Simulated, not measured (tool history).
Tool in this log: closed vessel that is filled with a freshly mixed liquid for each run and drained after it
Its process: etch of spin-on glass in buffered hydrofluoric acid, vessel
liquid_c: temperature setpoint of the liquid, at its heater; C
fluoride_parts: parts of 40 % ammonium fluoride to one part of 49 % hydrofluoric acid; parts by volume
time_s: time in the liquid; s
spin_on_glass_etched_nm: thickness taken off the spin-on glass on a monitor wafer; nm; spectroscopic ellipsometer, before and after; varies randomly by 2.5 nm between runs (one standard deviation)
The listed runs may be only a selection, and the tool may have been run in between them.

{"run": 1, "hour": 0.0, "liquid_c": 24, "fluoride_parts": 9.5, "time_s": 85, "spin_on_glass_etched_nm": 321.15}
{"run": 2, "hour": 4.2, "liquid_c": 24, "fluoride_parts": 9.5, "time_s": 85, "spin_on_glass_etched_nm": 320.94}
{"run": 3, "hour": 11.5, "liquid_c": 25.5, "fluoride_parts": 9.5, "time_s": 85, "spin_on_glass_etched_nm": 352.59}
{"run": 4, "hour": 18.7, "liquid_c": 26.5, "fluoride_parts": 9.5, "time_s": 85, "spin_on_glass_etched_nm": 368.33}
{"run": 5, "hour": 24.2, "liquid_c": 26.5, "fluoride_parts": 11.5, "time_s": 85, "spin_on_glass_etched_nm": 315.36}
{"run": 6, "hour": 25.8, "liquid_c": 24, "fluoride_parts": 11.5, "time_s": 85, "spin_on_glass_etched_nm": 275.08}
{"run": 7, "hour": 32.3, "liquid_c": 25, "fluoride_parts": 11.5, "time_s": 85, "spin_on_glass_etched_nm": 292}
{"run": 8, "hour": 33.7, "liquid_c": 25.5, "fluoride_parts": 11.5, "time_s": 85, "spin_on_glass_etched_nm": 298.48}
{"run": 9, "hour": 37.3, "liquid_c": 26, "fluoride_parts": 11.5, "time_s": 85, "spin_on_glass_etched_nm": 304.27}
{"run": 10, "hour": 42.6, "liquid_c": 26.5, "fluoride_parts": 11.5, "time_s": 85, "spin_on_glass_etched_nm": 314.32}
{"run": 11, "hour": 44.6, "liquid_c": 26.5, "fluoride_parts": 11.5, "time_s": 85, "spin_on_glass_etched_nm": 318.1}
{"run": 12, "hour": 48.7, "liquid_c": 27, "fluoride_parts": 11.5, "time_s": 85, "spin_on_glass_etched_nm": 323.25}
{"run": 13, "hour": 57.2, "liquid_c": 27.5, "fluoride_parts": 11.5, "time_s": 85, "spin_on_glass_etched_nm": 332.45}
{"run": 14, "hour": 66.2, "liquid_c": 28, "fluoride_parts": 11.5, "time_s": 85, "spin_on_glass_etched_nm": 341.49}
{"run": 15, "hour": 69.6, "liquid_c": 28.5, "fluoride_parts": 11.5, "time_s": 85, "spin_on_glass_etched_nm": 353.71}

What will run 16 give?
{"run": 16, "hour": 74.5, "liquid_c": 29.5, "fluoride_parts": 11.5, "time_s": 85, "spin_on_glass_etched_nm": "?"}

spin_on_glass_etched_nm: 373.2 nm
